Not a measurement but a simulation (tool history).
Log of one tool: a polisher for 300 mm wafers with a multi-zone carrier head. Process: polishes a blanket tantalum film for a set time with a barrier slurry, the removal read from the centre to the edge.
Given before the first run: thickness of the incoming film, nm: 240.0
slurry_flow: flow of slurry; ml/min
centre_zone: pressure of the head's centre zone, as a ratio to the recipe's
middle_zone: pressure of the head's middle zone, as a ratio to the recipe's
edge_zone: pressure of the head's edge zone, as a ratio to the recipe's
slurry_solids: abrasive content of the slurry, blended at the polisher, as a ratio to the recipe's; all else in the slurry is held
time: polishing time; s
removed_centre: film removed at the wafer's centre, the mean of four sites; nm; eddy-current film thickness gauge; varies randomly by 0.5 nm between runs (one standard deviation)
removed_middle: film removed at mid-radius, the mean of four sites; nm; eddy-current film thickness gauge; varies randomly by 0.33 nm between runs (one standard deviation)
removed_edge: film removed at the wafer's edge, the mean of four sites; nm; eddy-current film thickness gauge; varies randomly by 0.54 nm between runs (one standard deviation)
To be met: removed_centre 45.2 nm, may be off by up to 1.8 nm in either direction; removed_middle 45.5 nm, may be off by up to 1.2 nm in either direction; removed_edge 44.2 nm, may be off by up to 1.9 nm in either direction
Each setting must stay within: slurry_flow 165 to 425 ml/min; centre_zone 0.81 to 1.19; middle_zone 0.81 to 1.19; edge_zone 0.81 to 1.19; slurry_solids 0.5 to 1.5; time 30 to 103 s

run,hour,slurry_flow,centre_zone,middle_zone,edge_zone,slurry_solids,time,removed_centre,removed_middle,removed_edge
1,0,275,1,1,1,1,66,65.991,66.951,65.001
2,2,275,1,0.92,1,1,66,64.623,61.794,67.865
3,9.2,275,1,0.93,0.97,0.9,63,60.52,58.706,61.638
4,13.8,275,1,0.93,0.95,0.8,60,56.387,54.988,56.197
5,20.2,270,0.99,0.92,0.93,0.75,58,53.654,51.785,52.258
6,26.2,260,0.97,0.91,0.91,0.7,58,51.015,50.427,51.234
7,30.8,255,0.96,0.91,0.89,0.65,57,48.536,48.812,48.757
8,32,250,0.96,0.91,0.87,0.6,57,48.045,48.392,48.186
9,38.1,250,0.96,0.91,0.86,0.6,56,47.219,46.675,47.089
10,42.4,250,0.96,0.92,0.85,0.6,56,46.973,47.04,45.863
11,45.5,245,0.96,0.92,0.84,0.6,56,46.68,46.904,47.086
12,53,245,0.96,0.92,0.84,0.6,56,47.056,47.053,46.152
13,62,240,0.96,0.92,0.83,0.6,56,46.985,47.613,46.665

Below are 5 possible settings for the next run. Only one of them brings all results inside the allowed miss of their targets. Which is it?
A,71,165,0.98,0.92,0.95,0.75,54,?,?,?
B,71,275,0.97,0.94,0.84,0.9,48,?,?,?
C,71,345,0.99,0.99,0.88,0.75,53,?,?,?
D,71,230,0.92,0.96,0.84,0.65,55,?,?,?
E,71,240,0.92,0.82,0.89,0.8,53,?,?,?

move,removed_centre,removed_middle,removed_edge
A,45.428,46.101,47.568
B,44.039,45.559,43.189
C,48.829,51.162,47.564
D,43.907,48.7,45.672
E,44.342,44.274,47.383
A: brings the result that was furthest off to its target, and leaves another outside
B: every result within its allowed miss
C: lands further from the targets than the last run did
D: lands further from the targets than the last run did
E: pushes the last run's worst result past its target
The right move is B.
